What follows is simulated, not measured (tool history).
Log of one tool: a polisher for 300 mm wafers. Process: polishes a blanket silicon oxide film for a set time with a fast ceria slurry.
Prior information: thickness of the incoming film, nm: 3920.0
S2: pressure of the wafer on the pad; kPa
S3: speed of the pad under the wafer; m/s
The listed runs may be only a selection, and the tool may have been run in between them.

{"run": 1, "hour": 0.0, "flow of slurry (ml/min)": 250, "S2": 12.4, "S3": 0.92, "polishing time (s)": 84, "film removed (nm)": 921.77}
{"run": 2, "hour": 6.3, "flow of slurry (ml/min)": 285, "S2": 12.4, "S3": 0.92, "polishing time (s)": 84, "film removed (nm)": 942.03}
{"run": 3, "hour": 7.8, "flow of slurry (ml/min)": 285, "S2": 9.7, "S3": 0.92, "polishing time (s)": 84, "film removed (nm)": 750.87}
{"run": 4, "hour": 9.1, "flow of slurry (ml/min)": 280, "S2": 9.0, "S3": 0.84, "polishing time (s)": 84, "film removed (nm)": 635.36}
{"run": 5, "hour": 17.5, "flow of slurry (ml/min)": 220, "S2": 9.0, "S3": 0.84, "polishing time (s)": 84, "film removed (nm)": 618.36}
{"run": 6, "hour": 19.5, "flow of slurry (ml/min)": 220, "S2": 9.0, "S3": 0.96, "polishing time (s)": 84, "film removed (nm)": 693.7}
{"run": 7, "hour": 28.5, "flow of slurry (ml/min)": 215, "S2": 8.3, "S3": 0.88, "polishing time (s)": 84, "film removed (nm)": 593.42}
{"run": 8, "hour": 33.2, "flow of slurry (ml/min)": 210, "S2": 7.6, "S3": 0.82, "polishing time (s)": 84, "film removed (nm)": 514.59}
{"run": 9, "hour": 37.0, "flow of slurry (ml/min)": 205, "S2": 6.9, "S3": 0.78, "polishing time (s)": 84, "film removed (nm)": 449.66}

What will run 10 give?
{"run": 10, "hour": 38.8, "flow of slurry (ml/min)": 200, "S2": 5.5, "S3": 0.68, "polishing time (s)": 84, "film removed (nm)": "?"}

For run 10 the tool returned film removed (nm) 317.85.
